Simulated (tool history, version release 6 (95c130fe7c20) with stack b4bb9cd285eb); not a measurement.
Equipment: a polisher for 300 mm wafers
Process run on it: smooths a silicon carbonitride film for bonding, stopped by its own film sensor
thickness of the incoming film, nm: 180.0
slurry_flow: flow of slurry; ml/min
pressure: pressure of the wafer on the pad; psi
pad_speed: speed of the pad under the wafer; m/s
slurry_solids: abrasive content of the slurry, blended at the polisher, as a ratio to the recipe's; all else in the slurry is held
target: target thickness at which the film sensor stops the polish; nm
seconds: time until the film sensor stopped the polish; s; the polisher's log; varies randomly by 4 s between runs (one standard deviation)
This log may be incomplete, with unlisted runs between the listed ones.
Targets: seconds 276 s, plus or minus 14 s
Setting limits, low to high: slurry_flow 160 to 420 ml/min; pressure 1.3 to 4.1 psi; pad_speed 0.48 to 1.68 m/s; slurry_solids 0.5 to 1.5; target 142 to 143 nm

run,hour,slurry_flow,pressure,pad_speed,slurry_solids,target,seconds
1,0,270,2.7,1.08,1,143,142.9
2,7.1,270,2.7,0.9,1,143,167.55
3,9.3,270,2.4,0.88,1,143,186.52
4,11.7,270,2.1,0.86,1,143,214.02
5,12.9,270,2.1,1.12,1,143,173.4
6,15.6,325,2.1,1.12,1,143,172.16
7,20,325,1.9,1.06,1,143,193.88
8,28.9,325,1.3,0.86,0.95,143,331.14
9,35.7,325,1.7,0.88,0.95,143,254.6

Next run, 5 choices. One meets every target within its allowed miss, the rest don't. Which?
A,42.5,340,2,0.9,0.8,142,?
B,42.5,315,1.7,0.92,1,143,?
C,42.5,290,1.8,0.92,0.9,142,?
D,42.5,345,1.5,1.02,1.05,142,?
E,42.5,365,1.6,0.82,0.95,143,?

move,seconds
A,237.65
B,238.86
C,246.44
D,244.61
E,278.98
A: its largest miss is bigger than the last run's
B: its largest miss is bigger than the last run's
C: its largest miss is bigger than the last run's
D: its largest miss is bigger than the last run's
E: meets every target
E meets every target.
